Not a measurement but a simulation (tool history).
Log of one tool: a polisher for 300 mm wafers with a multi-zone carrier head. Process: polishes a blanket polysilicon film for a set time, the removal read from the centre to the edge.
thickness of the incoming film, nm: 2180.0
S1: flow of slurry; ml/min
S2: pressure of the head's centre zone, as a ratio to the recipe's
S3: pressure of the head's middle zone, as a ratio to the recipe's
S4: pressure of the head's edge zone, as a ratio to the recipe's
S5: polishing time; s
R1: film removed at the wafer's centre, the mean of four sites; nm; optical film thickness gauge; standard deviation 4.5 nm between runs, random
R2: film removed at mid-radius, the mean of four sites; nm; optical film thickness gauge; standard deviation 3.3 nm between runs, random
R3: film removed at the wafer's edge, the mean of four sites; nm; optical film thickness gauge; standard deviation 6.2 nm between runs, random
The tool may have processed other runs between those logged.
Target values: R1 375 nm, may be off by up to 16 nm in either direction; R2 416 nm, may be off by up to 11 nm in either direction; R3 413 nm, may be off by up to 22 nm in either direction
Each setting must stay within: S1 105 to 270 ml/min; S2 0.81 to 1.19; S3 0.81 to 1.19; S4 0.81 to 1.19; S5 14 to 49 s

| run | hour | S1 | S2 | S3 | S4 | S5 | R1 | R2 | R3 |
|---|---|---|---|---|---|---|---|---|---|
| 1 | 0 | 175 | 1 | 1 | 1 | 31 | 267.32 | 264.76 | 260.54 |
| 2 | 0.6 | 180 | 1 | 1.01 | 1.02 | 32 | 278.27 | 276.28 | 274.68 |
| 3 | 2 | 185 | 1 | 1.03 | 1.04 | 33 | 288.87 | 288.67 | 286.88 |
| 4 | 10.1 | 190 | 0.99 | 1.05 | 1.05 | 34 | 288.03 | 303.32 | 289.61 |
| 5 | 16.6 | 220 | 0.99 | 1.05 | 1.05 | 34 | 297.91 | 310.73 | 300.72 |
| 6 | 24.8 | 225 | 0.99 | 1.05 | 1.06 | 35 | 309.87 | 318.96 | 318.79 |
| 7 | 30.1 | 230 | 0.99 | 1.06 | 1.07 | 36 | 325.74 | 330.76 | 312.86 |
| 8 | 33.4 | 230 | 0.99 | 1.06 | 1.07 | 36 | 318.84 | 336.76 | 319.9 |
| 9 | 41.1 | 235 | 0.98 | 1.06 | 1.08 | 37 | 332.95 | 344.54 | 337.96 |
| 10 | 43.2 | 235 | 0.98 | 1.06 | 1.08 | 37 | 324.54 | 342.82 | 337.66 |

Pick the move, out of 4, that brings all results within their allowed miss; only one does.
| A | 45.3 | 270 | 0.86 | 0.83 | 1.13 | 46 | ? | ? | ? |
| B | 45.3 | 220 | 0.94 | 1.07 | 1.14 | 45 | ? | ? | ? |
| C | 45.3 | 240 | 1.05 | 0.88 | 1.12 | 41 | ? | ? | ? |
| D | 45.3 | 230 | 0.83 | 0.87 | 1.19 | 47 | ? | ? | ? |

| move | R1 | R2 | R3 |
|---|---|---|---|
| A | 363.14 | 362.25 | 434.14 |
| B | 378.34 | 419.46 | 417.06 |
| C | 389.87 | 332.33 | 381.17 |
| D | 350.43 | 376.04 | 447.24 |
A: moves toward the targets from the last run without getting all of them in spec
B: every result lands within tolerance
C: further off than the last run
D: moves toward the targets from the last run without getting all of them in spec
B is the move that brings every result within its allowed miss.

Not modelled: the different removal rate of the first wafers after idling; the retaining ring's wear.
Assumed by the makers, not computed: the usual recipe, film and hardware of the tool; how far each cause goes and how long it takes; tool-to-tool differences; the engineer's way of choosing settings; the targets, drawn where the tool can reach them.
